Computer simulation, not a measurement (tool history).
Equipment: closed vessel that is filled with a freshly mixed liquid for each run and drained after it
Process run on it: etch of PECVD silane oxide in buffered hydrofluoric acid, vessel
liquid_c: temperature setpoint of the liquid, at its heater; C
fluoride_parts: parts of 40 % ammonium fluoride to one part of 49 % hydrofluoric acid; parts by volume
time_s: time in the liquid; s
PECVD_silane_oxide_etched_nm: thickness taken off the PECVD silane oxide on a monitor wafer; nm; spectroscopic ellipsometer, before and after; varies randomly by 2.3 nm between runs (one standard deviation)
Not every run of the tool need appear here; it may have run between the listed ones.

run,day,liquid_c,fluoride_parts,time_s,PECVD_silane_oxide_etched_nm
1,0,24,17,105,158.9
2,0.338,26.5,16.5,105,188.5
3,0.546,26.5,13,105,237.51
4,0.579,26.5,13,105,236.24
5,0.6,27.5,13,105,246.8
6,0.804,27.5,13,105,245.16
7,0.95,28,13,105,257.83

For run 8, what comes out?
8,1.208,28.5,13,105,?

Run 8 produced PECVD_silane_oxide_etched_nm 260.65 nm.
